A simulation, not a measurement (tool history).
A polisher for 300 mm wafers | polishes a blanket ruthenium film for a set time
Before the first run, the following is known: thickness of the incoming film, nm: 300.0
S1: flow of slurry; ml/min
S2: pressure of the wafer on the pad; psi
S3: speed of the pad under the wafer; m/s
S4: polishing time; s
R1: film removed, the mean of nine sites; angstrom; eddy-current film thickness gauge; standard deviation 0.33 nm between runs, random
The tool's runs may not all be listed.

| run | day | S1 | S2 | S3 | S4 | R1 |
|---|---|---|---|---|---|---|
| 1 | 0.000 | 300 | 2.7 | 0.84 | 30 | 317.89 |
| 2 | 0.096 | 355 | 2.7 | 0.84 | 30 | 324.01 |
| 3 | 0.238 | 410 | 2.7 | 0.84 | 30 | 324.30 |
| 4 | 0.446 | 410 | 2.5 | 0.84 | 30 | 303.04 |
| 5 | 0.504 | 410 | 2.4 | 0.84 | 30 | 297.99 |
| 6 | 0.783 | 340 | 2.4 | 0.84 | 30 | 294.33 |

What will run 7 give?
| 7 | 0.979 | 340 | 2.3 | 0.84 | 30 | ? |

Run 7 came out at R1 278.70 angstrom.
